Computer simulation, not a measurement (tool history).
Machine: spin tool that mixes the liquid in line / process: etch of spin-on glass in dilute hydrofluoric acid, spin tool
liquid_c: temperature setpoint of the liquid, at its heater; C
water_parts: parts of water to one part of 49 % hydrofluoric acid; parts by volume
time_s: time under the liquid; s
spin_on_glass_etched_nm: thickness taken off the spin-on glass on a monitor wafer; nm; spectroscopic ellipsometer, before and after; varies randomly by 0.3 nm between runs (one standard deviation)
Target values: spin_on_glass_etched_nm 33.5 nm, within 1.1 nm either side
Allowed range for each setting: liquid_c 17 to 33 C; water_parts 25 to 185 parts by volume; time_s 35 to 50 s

run	hour	liquid_c	water_parts	time_s	spin_on_glass_etched_nm
1	0	25	105	50	15.62
2	3.8	27	95	50	19.06
3	6.8	27	95	35	13.142
4	14.9	25.5	95	35	12.363
5	15.9	25.5	95	35	12.613
6	24.4	27.5	75	35	17.528
7	28.7	31.5	35	35	45.942
8	30.1	30.5	35	35	44.679
9	32.1	29.5	35	35	42.914
10	36.1	28	35	35	40.318
11	42.4	27	35	35	38.29
12	49.9	26	35	35	37.425
13	58.2	25.5	35	35	36.449

Below are 4 possible settings for the next run. Only one of them brings all results inside the allowed miss of their targets. Which is it?
A	66.5	25	40	35	?
B	66.5	25.5	40	35	?
C	66.5	19.5	30	35	?
D	66.5	24	55	50	?

move	spin_on_glass_etched_nm
A	30.445
B	31.077
C	32.598
D	29.751
A: carries the result that was furthest off beyond its target, to the other side
B: carries the result that was furthest off beyond its target, to the other side
C: all results land within tolerance of their targets
D: carries the result that was furthest off beyond its target, to the other side
The right move is C.
